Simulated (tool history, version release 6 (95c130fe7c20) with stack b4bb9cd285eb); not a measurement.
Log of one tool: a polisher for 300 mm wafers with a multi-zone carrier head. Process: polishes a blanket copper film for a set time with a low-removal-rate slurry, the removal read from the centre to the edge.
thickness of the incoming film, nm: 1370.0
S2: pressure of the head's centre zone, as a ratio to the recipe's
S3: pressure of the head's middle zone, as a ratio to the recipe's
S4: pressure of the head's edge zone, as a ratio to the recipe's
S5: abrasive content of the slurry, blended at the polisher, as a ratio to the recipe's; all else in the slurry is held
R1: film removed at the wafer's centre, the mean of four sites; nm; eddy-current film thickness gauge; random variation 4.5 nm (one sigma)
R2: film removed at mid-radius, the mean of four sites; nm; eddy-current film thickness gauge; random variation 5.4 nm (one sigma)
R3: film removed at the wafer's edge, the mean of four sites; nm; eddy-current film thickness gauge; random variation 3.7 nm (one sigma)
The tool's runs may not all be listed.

Run 1, day 0.000: flow of slurry (ml/min) 160, S2 1.00, S3 1.00, S4 1.00, S5 1.00, polishing time (s) 80. Result: R1 305.15 nm, R2 305.86 nm, R3 301.31 nm.
Run 2, day 0.067: flow of slurry (ml/min) 160, S2 1.00, S3 1.00, S4 1.00, S5 1.00, polishing time (s) 100. Result: R1 382.80 nm, R2 380.08 nm, R3 379.50 nm.
Run 3, day 0.117: flow of slurry (ml/min) 160, S2 0.93, S3 1.00, S4 1.00, S5 1.00, polishing time (s) 100. Result: R1 351.39 nm, R2 378.28 nm, R3 376.04 nm.
Run 4, day 0.329: flow of slurry (ml/min) 125, S2 0.93, S3 1.00, S4 1.00, S5 1.00, polishing time (s) 100. Result: R1 340.42 nm, R2 365.23 nm, R3 366.42 nm.
Run 5, day 0.354: flow of slurry (ml/min) 125, S2 0.93, S3 1.00, S4 1.00, S5 0.90, polishing time (s) 100. Result: R1 325.01 nm, R2 355.87 nm, R3 353.50 nm.
Run 6, day 0.712: flow of slurry (ml/min) 135, S2 0.96, S3 1.02, S4 1.01, S5 0.90, polishing time (s) 100. Result: R1 345.78 nm, R2 358.51 nm, R3 365.79 nm.
Run 7, day 1.054: flow of slurry (ml/min) 180, S2 1.06, S3 1.12, S4 0.91, S5 1.15, polishing time (s) 102. Result: R1 433.37 nm, R2 456.06 nm, R3 383.80 nm.
Run 8, day 1.196: flow of slurry (ml/min) 185, S2 1.07, S3 1.11, S4 0.92, S5 1.15, polishing time (s) 102. Result: R1 438.86 nm, R2 451.11 nm, R3 391.61 nm.
Run 9, day 1.538: flow of slurry (ml/min) 190, S2 1.08, S3 1.11, S4 0.93, S5 1.15, polishing time (s) 102. Result: R1 440.12 nm, R2 454.05 nm, R3 399.70 nm.
Run 10, day 1.867: flow of slurry (ml/min) 195, S2 1.09, S3 1.11, S4 0.93, S5 1.15, polishing time (s) 102. Result: R1 453.39 nm, R2 450.83 nm, R3 393.07 nm.
Run 11, day 2.238: flow of slurry (ml/min) 200, S2 1.09, S3 1.11, S4 0.94, S5 1.15, polishing time (s) 102. Result: R1 448.66 nm, R2 441.61 nm, R3 390.37 nm.

The next listed run, before its measurement:
Run 12, day 2.592: flow of slurry (ml/min) 200, S2 1.09, S3 1.11, S4 0.94, S5 1.20, polishing time (s) 102. Result: R1 ?, R2 ?, R3 ?.

Run 12 gave R1 455.92 nm, R2 450.32 nm, R3 396.39 nm.

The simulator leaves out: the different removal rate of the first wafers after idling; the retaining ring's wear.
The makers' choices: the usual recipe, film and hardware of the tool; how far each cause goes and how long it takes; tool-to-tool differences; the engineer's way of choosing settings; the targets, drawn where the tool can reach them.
